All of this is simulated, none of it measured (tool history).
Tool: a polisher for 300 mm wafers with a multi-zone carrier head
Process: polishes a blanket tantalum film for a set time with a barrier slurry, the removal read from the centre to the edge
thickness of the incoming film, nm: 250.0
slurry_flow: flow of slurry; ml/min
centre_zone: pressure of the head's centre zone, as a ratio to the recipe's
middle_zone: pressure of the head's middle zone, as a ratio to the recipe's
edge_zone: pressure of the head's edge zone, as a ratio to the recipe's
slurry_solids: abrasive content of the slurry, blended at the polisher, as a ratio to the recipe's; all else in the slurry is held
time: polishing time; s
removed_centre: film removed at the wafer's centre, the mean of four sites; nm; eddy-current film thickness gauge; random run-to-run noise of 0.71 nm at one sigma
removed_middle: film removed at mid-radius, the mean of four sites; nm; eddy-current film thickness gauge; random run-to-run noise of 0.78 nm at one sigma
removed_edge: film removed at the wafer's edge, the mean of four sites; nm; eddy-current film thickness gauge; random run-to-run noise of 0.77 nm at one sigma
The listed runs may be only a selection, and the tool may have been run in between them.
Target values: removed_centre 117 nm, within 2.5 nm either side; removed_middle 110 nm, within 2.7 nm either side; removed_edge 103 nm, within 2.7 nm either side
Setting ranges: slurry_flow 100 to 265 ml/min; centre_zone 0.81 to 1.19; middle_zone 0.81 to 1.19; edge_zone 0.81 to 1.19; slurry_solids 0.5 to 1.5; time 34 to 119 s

| run | hour | slurry_flow | centre_zone | middle_zone | edge_zone | slurry_solids | time | removed_centre | removed_middle | removed_edge |
|---|---|---|---|---|---|---|---|---|---|---|
| 1 | 0 | 170 | 1 | 1 | 1 | 1 | 76 | 63.657 | 63.208 | 62.816 |
| 2 | 4.2 | 180 | 1.02 | 1.02 | 1.02 | 1.05 | 78 | 68.429 | 66.354 | 65.377 |
| 3 | 10 | 180 | 1.02 | 1.02 | 1.02 | 1.25 | 78 | 71.582 | 68.771 | 67.665 |
| 4 | 11.6 | 180 | 1.02 | 1.02 | 1.02 | 1.45 | 78 | 73.279 | 69.688 | 70.039 |
| 5 | 14.7 | 180 | 1.02 | 1.02 | 0.99 | 1.45 | 78 | 72.885 | 70.602 | 68.283 |
| 6 | 21.5 | 185 | 1.03 | 1.04 | 1.01 | 1.45 | 81 | 76.974 | 75.341 | 71.683 |
|  | 28.2 | worn pad replaced by a new one |
| 7 | 28.2 | 190 | 1.04 | 1.05 | 1.03 | 1.45 | 84 | 89.614 | 87.495 | 83.04 |
| 8 | 31.5 | 200 | 1.05 | 1.05 | 1.04 | 1.45 | 84 | 90.834 | 87.635 | 84.013 |

5 candidate next runs follow, results not yet known. Just one meets every target within its allowed miss. Identify it.
| A | 34.8 | 220 | 1.01 | 1.14 | 1.15 | 1.5 | 92 | ? | ? | ? |
| B | 34.8 | 180 | 1.09 | 0.95 | 0.96 | 1.5 | 100 | ? | ? | ? |
| C | 34.8 | 215 | 0.93 | 1.1 | 1.11 | 1.45 | 111 | ? | ? | ? |
| D | 34.8 | 165 | 1.12 | 1.1 | 1.05 | 1.5 | 105 | ? | ? | ? |
| E | 34.8 | 170 | 0.94 | 0.89 | 1.19 | 1.35 | 70 | ? | ? | ? |

| move | removed_centre | removed_middle | removed_edge |
|---|---|---|---|
| A | 98.848 | 103.42 | 99.128 |
| B | 111.9 | 93.326 | 97.489 |
| C | 108.66 | 119.96 | 116.75 |
| D | 118.73 | 109.17 | 104.95 |
| E | 65.418 | 60.121 | 73.177 |
A: nearer than the last run, and not there yet
B: nearer than the last run, and not there yet
C: nearer than the last run, and not there yet
D: meets every target
E: lands further from the targets than the last run did
Answer: D
